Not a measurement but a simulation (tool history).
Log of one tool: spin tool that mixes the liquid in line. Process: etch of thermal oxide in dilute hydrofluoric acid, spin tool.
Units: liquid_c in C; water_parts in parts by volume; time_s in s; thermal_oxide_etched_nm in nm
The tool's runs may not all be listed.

run	hour	liquid_c	water_parts	time_s	thermal_oxide_etched_nm
1	0.0	21.0	255	40	0.53505
2	8.4	21.0	345	40	0.36452
3	10.8	22.0	345	40	0.38382
4	17.2	22.0	345	40	0.38266
5	19.0	22.5	345	40	0.38756
6	19.6	22.5	250	40	0.58179
7	26.4	21.5	250	40	0.57150
8	28.7	21.0	255	40	0.54318

Forecast run 9:
9	30.0	20.5	255	40	?

Run 9 gave thermal_oxide_etched_nm 0.53517 nm.
